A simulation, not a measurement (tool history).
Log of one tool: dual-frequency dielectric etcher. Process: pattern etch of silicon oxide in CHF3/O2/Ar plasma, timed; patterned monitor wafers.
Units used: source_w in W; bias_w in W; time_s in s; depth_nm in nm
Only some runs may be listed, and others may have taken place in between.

Run 1, hour 0.0: source_w 790 W, bias_w 160 W, time_s 233.0 s. Result: depth_nm 485.67 nm.
Run 2, hour 5.3: source_w 710 W, bias_w 160 W, time_s 233.0 s. Result: depth_nm 456.46 nm.
Run 3, hour 7.3: source_w 710 W, bias_w 131 W, time_s 233.0 s. Result: depth_nm 429.19 nm.
Run 4, hour 14.3: source_w 700 W, bias_w 131 W, time_s 233.0 s. Result: depth_nm 423.29 nm.
Run 5, hour 18.1: source_w 700 W, bias_w 131 W, time_s 211.5 s. Result: depth_nm 383.85 nm.
Run 6, hour 21.7: source_w 700 W, bias_w 113 W, time_s 211.5 s. Result: depth_nm 365.75 nm.

What does the tool deliver on the next run?
Run 7, hour 24.6: source_w 720 W, bias_w 114 W, time_s 211.5 s. Result: depth_nm ?.

{"run 7": {"depth_nm": 374.92}}
